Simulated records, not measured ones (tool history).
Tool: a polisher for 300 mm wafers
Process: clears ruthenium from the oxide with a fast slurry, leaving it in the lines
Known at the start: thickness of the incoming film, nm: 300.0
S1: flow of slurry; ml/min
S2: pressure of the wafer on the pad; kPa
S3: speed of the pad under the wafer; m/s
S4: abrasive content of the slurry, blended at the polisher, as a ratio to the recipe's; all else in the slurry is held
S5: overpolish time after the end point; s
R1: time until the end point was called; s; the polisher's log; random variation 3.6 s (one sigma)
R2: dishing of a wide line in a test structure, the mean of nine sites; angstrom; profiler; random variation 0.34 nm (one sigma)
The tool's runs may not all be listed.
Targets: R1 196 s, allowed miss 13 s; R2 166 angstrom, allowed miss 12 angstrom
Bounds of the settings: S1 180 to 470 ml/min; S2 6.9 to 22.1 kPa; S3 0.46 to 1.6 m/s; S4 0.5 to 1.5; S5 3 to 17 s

| run | day | S1 | S2 | S3 | S4 | S5 | R1 | R2 |
|---|---|---|---|---|---|---|---|---|
| 1 | 0 | 300 | 14.5 | 1.02 | 1 | 9 | 87.132 | 265.23 |
| 2 | 0.333 | 300 | 14.5 | 1.02 | 1 | 11 | 87.352 | 319.54 |
| 3 | 0.542 | 260 | 14.5 | 1.02 | 1 | 11 | 86.083 | 318.63 |
| 4 | 0.612 | 260 | 12.4 | 0.92 | 1 | 11 | 109.85 | 260.19 |
| 5 | 0.938 | 260 | 12.4 | 1.12 | 1 | 11 | 94.978 | 305.25 |
| 6 | 0.983 | 260 | 12.4 | 1 | 1 | 11 | 100.49 | 276.16 |
| 7 | 1.167 | 260 | 12.4 | 1 | 1 | 11 | 101.57 | 285.36 |
| 8 | 1.308 | 260 | 11 | 0.9 | 1 | 11 | 129.16 | 231.7 |
| 9 | 1.554 | 260 | 9.7 | 0.88 | 1 | 11 | 149.33 | 201.98 |
| 10 | 1.871 | 260 | 9 | 0.88 | 1 | 11 | 151.73 | 188.43 |
| 11 | 2.108 | 260 | 8.3 | 0.84 | 1 | 11 | 171.34 | 174.99 |
| 12 | 2.383 | 260 | 8.3 | 0.84 | 1 | 11 | 166.86 | 168.63 |

Which of these 5 next moves meets every target?
| A | 2.658 | 300 | 6.9 | 0.84 | 1 | 10 | ? | ? |
| B | 2.658 | 190 | 9.7 | 0.78 | 1.1 | 8 | ? | ? |
| C | 2.658 | 255 | 7.6 | 0.78 | 1.05 | 12 | ? | ? |
| D | 2.658 | 275 | 8.3 | 0.86 | 0.95 | 9 | ? | ? |
| E | 2.658 | 265 | 6.9 | 0.92 | 1.05 | 11 | ? | ? |

| move | R1 | R2 |
|---|---|---|
| A | 194.13 | 142.69 |
| B | 163.87 | 135.41 |
| C | 193.75 | 170.65 |
| D | 170.24 | 146.34 |
| E | 176.63 | 171.56 |
A: brings the result that was furthest off to its target, and leaves another outside
B: further off than the last run
C: meets every target
D: nearer than the last run, and not there yet
E: nearer than the last run, and not there yet
The right move is C.
